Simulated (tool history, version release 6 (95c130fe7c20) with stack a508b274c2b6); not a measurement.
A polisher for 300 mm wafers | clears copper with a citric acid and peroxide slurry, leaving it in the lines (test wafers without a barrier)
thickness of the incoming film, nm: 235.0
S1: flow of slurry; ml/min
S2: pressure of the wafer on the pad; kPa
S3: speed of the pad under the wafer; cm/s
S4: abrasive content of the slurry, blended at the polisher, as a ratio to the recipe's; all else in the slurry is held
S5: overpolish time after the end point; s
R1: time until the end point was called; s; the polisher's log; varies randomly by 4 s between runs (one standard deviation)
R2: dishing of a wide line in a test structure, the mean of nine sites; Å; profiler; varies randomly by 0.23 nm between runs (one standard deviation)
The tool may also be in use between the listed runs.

Run 1, hour 0.0: S1 130 ml/min, S2 22.1 kPa, S3 92 cm/s, S4 1.0, S5 21 s. Result: R1 121.90 s, R2 261.04 Å.
Run 2, hour 6.5: S1 125 ml/min, S2 19.3 kPa, S3 90 cm/s, S4 1.0, S5 22 s. Result: R1 148.38 s, R2 233.71 Å.
Run 3, hour 9.0: S1 125 ml/min, S2 22.1 kPa, S3 90 cm/s, S4 1.0, S5 22 s. Result: R1 128.91 s, R2 260.21 Å.
Run 4, hour 17.6: S1 120 ml/min, S2 19.3 kPa, S3 90 cm/s, S4 1.0, S5 23 s. Result: R1 145.40 s, R2 242.81 Å.
Run 5, hour 22.5: S1 120 ml/min, S2 17.2 kPa, S3 88 cm/s, S4 1.0, S5 24 s. Result: R1 168.87 s, R2 223.78 Å.
Run 6, hour 24.6: S1 100 ml/min, S2 17.2 kPa, S3 88 cm/s, S4 1.0, S5 24 s. Result: R1 178.82 s, R2 215.36 Å.
Run 7, hour 32.3: S1 95 ml/min, S2 15.9 kPa, S3 88 cm/s, S4 1.0, S5 24 s. Result: R1 193.68 s, R2 196.97 Å.
Run 8, hour 38.7: S1 95 ml/min, S2 15.2 kPa, S3 88 cm/s, S4 1.0, S5 24 s. Result: R1 202.92 s, R2 185.96 Å.
Run 9, hour 47.3: S1 90 ml/min, S2 14.5 kPa, S3 88 cm/s, S4 1.0, S5 25 s. Result: R1 214.08 s, R2 185.16 Å.

Run 10 has not been measured yet. What should we expect?
Run 10, hour 54.0: S1 90 ml/min, S2 14.5 kPa, S3 88 cm/s, S4 1.0, S5 25 s. Result: R1 ?, R2 ?.

{"run 10": {"R1": 219.04, "R2": 185.33}}
